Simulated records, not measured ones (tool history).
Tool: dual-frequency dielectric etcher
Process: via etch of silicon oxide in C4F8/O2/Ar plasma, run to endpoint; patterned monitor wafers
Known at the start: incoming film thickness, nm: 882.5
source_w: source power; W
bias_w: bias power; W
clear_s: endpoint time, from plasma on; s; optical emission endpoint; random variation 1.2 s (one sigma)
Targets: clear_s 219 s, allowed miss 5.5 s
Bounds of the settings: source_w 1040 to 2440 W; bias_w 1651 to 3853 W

Run 1, hour 0: source_w 1740 W, bias_w 2752 W. Result: clear_s 171.57 s.
Run 2, hour 8.4: source_w 1740 W, bias_w 3112 W. Result: clear_s 164.86 s.
Run 3, hour 11.9: source_w 1740 W, bias_w 3489 W. Result: clear_s 160.58 s.
Run 4, hour 17.2: source_w 1490 W, bias_w 3489 W. Result: clear_s 177.48 s.
Run 5, hour 19.2: source_w 1610 W, bias_w 3489 W. Result: clear_s 168.85 s.
Run 6, hour 27: source_w 1800 W, bias_w 3489 W. Result: clear_s 157.81 s.
Run 7, hour 29.6: source_w 1600 W, bias_w 3296 W. Result: clear_s 172.26 s.
Run 8, hour 32.3: source_w 1450 W, bias_w 3185 W. Result: clear_s 185.34 s.
Run 9, hour 33: source_w 1350 W, bias_w 3149 W. Result: clear_s 196.33 s.
Run 10, hour 35.5: source_w 1290 W, bias_w 3133 W. Result: clear_s 203.13 s.
Run 11, hour 41.9: source_w 1250 W, bias_w 3123 W. Result: clear_s 208.77 s.
Run 12, hour 43.8: source_w 1220 W, bias_w 3117 W. Result: clear_s 210.69 s.

4 next moves are on the table. One of them brings every result within its allowed miss. Which?
Run A, hour 45.7: source_w 1240 W, bias_w 3287 W. Result: clear_s ?.
Run B, hour 45.7: source_w 1310 W, bias_w 3096 W. Result: clear_s ?.
Run C, hour 45.7: source_w 1160 W, bias_w 3377 W. Result: clear_s ?.
Run D, hour 45.7: source_w 1220 W, bias_w 3491 W. Result: clear_s ?.

move  clear_s
   A   206.16
   B    200.7
   C   216.41
   D   205.39
A: further off than the last run
B: further off than the last run
C: meets every target
D: further off than the last run
The right move is C.
